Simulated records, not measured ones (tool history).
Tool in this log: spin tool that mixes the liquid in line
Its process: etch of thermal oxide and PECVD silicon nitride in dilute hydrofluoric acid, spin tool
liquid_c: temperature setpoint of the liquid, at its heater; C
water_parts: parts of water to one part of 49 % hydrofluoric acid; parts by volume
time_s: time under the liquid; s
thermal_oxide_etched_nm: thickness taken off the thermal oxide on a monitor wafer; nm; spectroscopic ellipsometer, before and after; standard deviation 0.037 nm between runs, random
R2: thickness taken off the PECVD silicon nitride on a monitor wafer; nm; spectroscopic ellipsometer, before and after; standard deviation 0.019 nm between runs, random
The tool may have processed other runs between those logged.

{"run": 1, "hour": 0.0, "liquid_c": 23.0, "water_parts": 55, "time_s": 180, "thermal_oxide_etched_nm": 13.054, "R2": 5.6167}
{"run": 2, "hour": 6.4, "liquid_c": 23.0, "water_parts": 55, "time_s": 225, "thermal_oxide_etched_nm": 16.017, "R2": 6.9864}
{"run": 3, "hour": 7.6, "liquid_c": 22.0, "water_parts": 70, "time_s": 230, "thermal_oxide_etched_nm": 12.153, "R2": 5.2971}
{"run": 4, "hour": 10.1, "liquid_c": 21.0, "water_parts": 80, "time_s": 230, "thermal_oxide_etched_nm": 10.018, "R2": 4.3291}
{"run": 5, "hour": 18.5, "liquid_c": 21.0, "water_parts": 90, "time_s": 230, "thermal_oxide_etched_nm": 8.9579, "R2": 3.8318}
{"run": 6, "hour": 25.0, "liquid_c": 21.0, "water_parts": 75, "time_s": 230, "thermal_oxide_etched_nm": 10.847, "R2": 4.595}

What does the tool deliver on the next run?
{"run": 7, "hour": 28.3, "liquid_c": 20.5, "water_parts": 85, "time_s": 235, "thermal_oxide_etched_nm": "?", "R2": "?"}

{"run 7": {"thermal_oxide_etched_nm": 9.4375, "R2": 4.051}}
